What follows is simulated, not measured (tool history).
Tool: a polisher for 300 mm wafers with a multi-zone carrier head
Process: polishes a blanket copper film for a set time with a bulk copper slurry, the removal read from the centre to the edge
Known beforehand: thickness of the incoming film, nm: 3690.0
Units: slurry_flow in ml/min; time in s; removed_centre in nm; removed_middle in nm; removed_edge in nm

run	hour	slurry_flow	centre_zone	middle_zone	edge_zone	slurry_solids	time	removed_centre	removed_middle	removed_edge
1	0.0	265	1.00	1.00	1.00	1.00	64	647.58	620.14	632.99
2	8.5	265	0.99	0.99	0.97	0.90	62	610.12	581.06	574.09
3	14.0	265	0.99	0.99	0.92	0.90	62	591.41	578.02	577.95
4	19.1	265	0.98	0.98	0.91	0.80	60	559.95	536.81	529.02
5	25.1	265	0.98	0.98	0.84	0.80	60	560.13	532.77	513.96
6	27.7	315	0.98	0.98	0.84	0.80	60	570.78	554.71	524.95
7	28.7	315	0.98	0.98	0.84	0.80	60	554.45	550.37	532.98
8	34.2	300	0.96	0.97	0.83	0.75	60	539.92	532.69	527.17
9	36.9	315	0.96	0.98	0.82	0.50	49	390.73	386.30	369.28
10	43.8	320	0.96	0.98	0.84	0.55	49	388.10	396.92	385.36
11	50.3	320	0.96	0.98	0.84	0.55	49	398.12	405.92	392.39
12	52.2	330	0.97	0.98	0.85	0.60	49	422.91	410.29	403.44
13	60.3	340	0.97	0.99	0.86	0.60	49	432.47	412.63	405.21
14	69.3	350	0.96	1.00	0.87	0.60	49	419.27	419.50	404.02
15	76.5	355	0.96	1.00	0.88	0.65	49	435.29	432.99	415.25
16	79.4	360	0.96	1.00	0.89	0.65	49	434.39	437.88	418.40
17	82.8	365	0.96	0.99	0.90	0.65	49	430.67	428.10	423.37
18	85.1	370	0.96	0.99	0.90	0.65	49	430.07	432.29	416.78
19	93.1	365	0.96	0.99	0.91	0.65	49	435.02	428.99	422.61
20	94.3	370	0.96	0.99	0.92	0.65	49	435.31	430.81	428.47
21	102.8	375	0.96	0.99	0.92	0.65	49	427.72	430.09	431.55

Estimate the outcome of run 22 from the log above:
22	111.4	380	0.97	0.99	0.92	0.65	49	?	?	?

{"run 22": {"removed_centre": 440.04, "removed_middle": 427.01, "removed_edge": 423.5}}
